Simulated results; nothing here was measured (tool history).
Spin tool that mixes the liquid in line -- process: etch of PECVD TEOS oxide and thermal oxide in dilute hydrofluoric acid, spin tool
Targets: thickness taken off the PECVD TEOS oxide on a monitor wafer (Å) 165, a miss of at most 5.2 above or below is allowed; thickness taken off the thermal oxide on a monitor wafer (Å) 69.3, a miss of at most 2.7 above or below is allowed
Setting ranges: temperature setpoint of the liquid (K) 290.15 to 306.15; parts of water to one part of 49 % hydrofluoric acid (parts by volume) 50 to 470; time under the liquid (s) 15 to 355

run,hour,temperature setpoint of the liquid (K),parts of water to one part of 49 % hydrofluoric acid (parts by volume),time under the liquid (s),thickness taken off the PECVD TEOS oxide on a monitor wafer (Å),thickness taken off the thermal oxide on a monitor wafer (Å)
1,0,298.15,260,180,67.189,27.603
2,7.9,299.15,240,180,76.412,31.915
3,9.3,299.65,225,180,83.985,35.272
4,11.7,299.65,145,180,143.23,59.509
5,15.5,299.65,230,180,81.975,34.381
6,21.5,302.15,230,180,89.324,37.882
7,26.8,306.15,125,180,214.99,91.997
8,30.9,305.65,125,180,209.71,90.596
9,36.8,305.15,125,180,210,87.623
10,40.4,304.65,125,180,207.36,85.334

Which one of the following 4 next-run settings gets every result inside its allowed miss? There is exactly one.
A,44,301.15,185,245,?,?
B,44,305.65,130,135,?,?
C,44,305.65,140,160,?,?
D,44,299.15,90,115,?,?

move,thickness taken off the PECVD TEOS oxide on a monitor wafer (Å),thickness taken off the thermal oxide on a monitor wafer (Å)
A,154.48,64.91
B,152.81,64.209
C,165.81,69.67
D,155.71,65.425
A: pushes the last run's worst result past its target
B: pushes the last run's worst result past its target
C: every result within its allowed miss
D: pushes the last run's worst result past its target
The right move is C.
